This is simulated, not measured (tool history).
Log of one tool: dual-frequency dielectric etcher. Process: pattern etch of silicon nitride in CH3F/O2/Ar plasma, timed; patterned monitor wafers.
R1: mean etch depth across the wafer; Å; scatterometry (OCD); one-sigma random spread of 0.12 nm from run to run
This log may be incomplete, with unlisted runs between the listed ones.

{"run": 1, "hour": 0.0, "source power (kW)": 0.37, "bias power (kW)": 0.066, "etch time (s)": 36.5, "R1": 235.62}
{"run": 2, "hour": 5.9, "source power (kW)": 0.34, "bias power (kW)": 0.064, "etch time (s)": 36.5, "R1": 225.02}
{"run": 3, "hour": 9.2, "source power (kW)": 0.34, "bias power (kW)": 0.064, "etch time (s)": 36.5, "R1": 222.54}
{"run": 4, "hour": 15.8, "source power (kW)": 0.34, "bias power (kW)": 0.075, "etch time (s)": 36.5, "R1": 235.22}
{"run": 5, "hour": 20.7, "source power (kW)": 0.34, "bias power (kW)": 0.082, "etch time (s)": 36.5, "R1": 244.65}
{"run": 6, "hour": 24.4, "source power (kW)": 0.31, "bias power (kW)": 0.078, "etch time (s)": 36.0, "R1": 224.48}
{"run": 7, "hour": 31.4, "source power (kW)": 0.29, "bias power (kW)": 0.078, "etch time (s)": 36.0, "R1": 216.64}

Forecast run 8:
{"run": 8, "hour": 37.9, "source power (kW)": 0.23, "bias power (kW)": 0.076, "etch time (s)": 36.0, "R1": "?"}

Run 8 measured R1 185.59 Å.
